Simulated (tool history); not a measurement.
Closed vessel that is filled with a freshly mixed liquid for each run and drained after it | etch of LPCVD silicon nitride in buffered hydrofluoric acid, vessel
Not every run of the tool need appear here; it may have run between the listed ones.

| run | day | temperature setpoint of the liquid (C) | parts of 40 % ammonium fluoride to one part of 49 % hydrofluoric acid (parts by volume) | time in the liquid (s) | thickness taken off the LPCVD silicon nitride on a monitor wafer (nm) |
|---|---|---|---|---|---|
| 1 | 0.000 | 21.0 | 14.5 | 1220 | 9.9055 |
| 2 | 0.308 | 20.5 | 15.0 | 1220 | 9.2616 |
| 3 | 0.412 | 20.5 | 15.0 | 1310 | 9.9823 |
| 4 | 0.504 | 20.0 | 15.5 | 1310 | 9.4444 |
|  | 0.788 | thermometer replaced |
| 5 | 0.788 | 20.0 | 19.0 | 1310 | 8.6741 |
| 6 | 0.888 | 19.5 | 19.5 | 1305 | 8.2822 |
| 7 | 0.921 | 19.0 | 20.0 | 1300 | 7.8139 |

The next listed run, before its measurement:
| 8 | 1.125 | 19.0 | 20.0 | 1300 | ? |

{"run 8": {"thickness taken off the LPCVD silicon nitride on a monitor wafer (nm)": 7.7804}}
